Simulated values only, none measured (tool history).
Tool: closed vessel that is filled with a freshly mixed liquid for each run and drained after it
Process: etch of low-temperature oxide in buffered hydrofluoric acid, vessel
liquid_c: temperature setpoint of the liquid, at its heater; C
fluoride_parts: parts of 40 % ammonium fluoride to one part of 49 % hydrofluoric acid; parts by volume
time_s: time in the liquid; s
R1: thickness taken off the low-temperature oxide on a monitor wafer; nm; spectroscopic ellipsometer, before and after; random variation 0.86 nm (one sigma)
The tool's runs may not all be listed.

run 1 day=0.000 | liquid_c=22.0 fluoride_parts=22.5 time_s=90 | R1=83.927
run 2 day=0.175 | liquid_c=18.5 fluoride_parts=22.5 time_s=90 | R1=67.031
run 3 day=0.517 | liquid_c=17.0 fluoride_parts=22.5 time_s=90 | R1=62.440
run 4 day=0.612 | liquid_c=17.0 fluoride_parts=22.5 time_s=90 | R1=62.070
run 5 day=0.796 | liquid_c=18.0 fluoride_parts=22.5 time_s=90 | R1=66.407
run 6 day=1.162 | liquid_c=18.0 fluoride_parts=18.0 time_s=90 | R1=78.582

Forecast run 7:
-- day=1.412 thermometer replaced
run 7 day=1.412 | liquid_c=18.5 fluoride_parts=18.0 time_s=90 | R1=?

{"run 7": {"R1": 89.181}}
